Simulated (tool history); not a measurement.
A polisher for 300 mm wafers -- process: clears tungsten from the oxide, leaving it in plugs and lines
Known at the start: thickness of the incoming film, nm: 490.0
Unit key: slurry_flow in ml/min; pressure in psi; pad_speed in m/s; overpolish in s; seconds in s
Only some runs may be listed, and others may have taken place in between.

run	hour	slurry_flow	pressure	pad_speed	slurry_solids	overpolish	seconds
1	0	225	3.2	0.98	1	36	139.8
2	4.2	225	3.2	0.98	1.15	36	132.55
3	12	225	3.2	1.06	1.15	36	120.94
4	13.2	195	3.2	1.06	1.15	36	126.43
5	19.1	195	2.8	1.06	1.15	36	140.46
6	21	195	2.9	1.06	1.15	36	135.05

Expected results for the next run?
7	29.7	195	2.9	1.06	1.15	36	?

{"run 7": {"seconds": 137.54}}
